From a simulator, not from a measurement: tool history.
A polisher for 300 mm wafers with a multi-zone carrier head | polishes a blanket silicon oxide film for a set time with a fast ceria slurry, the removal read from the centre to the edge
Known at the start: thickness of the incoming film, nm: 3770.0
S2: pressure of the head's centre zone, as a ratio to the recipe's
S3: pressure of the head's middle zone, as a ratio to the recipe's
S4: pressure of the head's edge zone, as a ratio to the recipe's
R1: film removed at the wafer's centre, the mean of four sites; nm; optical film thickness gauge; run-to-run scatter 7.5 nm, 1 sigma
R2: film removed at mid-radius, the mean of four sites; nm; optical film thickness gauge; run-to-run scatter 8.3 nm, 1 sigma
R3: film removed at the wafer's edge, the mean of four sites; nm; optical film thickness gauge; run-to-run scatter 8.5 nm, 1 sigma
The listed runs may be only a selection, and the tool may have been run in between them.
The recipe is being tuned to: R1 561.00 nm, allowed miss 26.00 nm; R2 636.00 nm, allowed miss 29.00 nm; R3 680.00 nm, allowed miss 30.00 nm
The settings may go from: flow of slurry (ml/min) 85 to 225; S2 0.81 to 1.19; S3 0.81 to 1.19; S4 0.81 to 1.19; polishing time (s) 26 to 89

run 1 hour=0.0 | flow_of_slurry_(ml/min)=145 S2=1.00 S3=1.00 S4=1.00 polishing_time_(s)=57 | R1=680.35 R2=741.05 R3=766.48
run 2 hour=8.9 | flow_of_slurry_(ml/min)=135 S2=0.97 S3=0.98 S4=0.98 polishing_time_(s)=56 | R1=640.62 R2=707.34 R3=727.56
run 3 hour=10.9 | flow_of_slurry_(ml/min)=135 S2=0.97 S3=0.98 S4=0.90 polishing_time_(s)=56 | R1=630.50 R2=725.64 R3=689.99
run 4 hour=19.0 | flow_of_slurry_(ml/min)=135 S2=1.02 S3=0.98 S4=0.90 polishing_time_(s)=56 | R1=658.66 R2=702.52 R3=697.10
run 5 hour=25.6 | flow_of_slurry_(ml/min)=135 S2=1.06 S3=0.98 S4=0.90 polishing_time_(s)=56 | R1=681.38 R2=699.26 R3=701.50
run 6 hour=34.3 | flow_of_slurry_(ml/min)=125 S2=1.01 S3=0.96 S4=0.93 polishing_time_(s)=55 | R1=631.07 R2=676.56 R3=676.46
run 7 hour=38.2 | flow_of_slurry_(ml/min)=120 S2=0.98 S3=0.94 S4=0.97 polishing_time_(s)=55 | R1=601.09 R2=647.50 R3=687.32
run 8 hour=39.1 | flow_of_slurry_(ml/min)=115 S2=0.96 S3=0.94 S4=0.98 polishing_time_(s)=55 | R1=589.83 R2=669.30 R3=698.16

Pick the move, out of 4, that brings all results within their allowed miss; only one does.
run A hour=40.0 | flow_of_slurry_(ml/min)=85 S2=0.81 S3=1.09 S4=0.94 polishing_time_(s)=59 | R1=? R2=? R3=?
run B hour=40.0 | flow_of_slurry_(ml/min)=115 S2=0.97 S3=0.99 S4=0.89 polishing_time_(s)=51 | R1=? R2=? R3=?
run C hour=40.0 | flow_of_slurry_(ml/min)=155 S2=0.93 S3=0.95 S4=1.04 polishing_time_(s)=50 | R1=? R2=? R3=?
run D hour=40.0 | flow_of_slurry_(ml/min)=85 S2=0.83 S3=1.14 S4=0.95 polishing_time_(s)=57 | R1=? R2=? R3=?

move=A R1=497.15 R2=700.23 R3=697.84
move=B R1=561.10 R2=634.94 R3=628.89
move=C R1=574.24 R2=653.37 R3=697.35
move=D R1=490.27 R2=693.09 R3=677.26
A: further off than the last run
B: the furthest-off result lands on target, but another misses its tolerance
C: meets every target
D: further off than the last run
Go with C: it meets all targets.
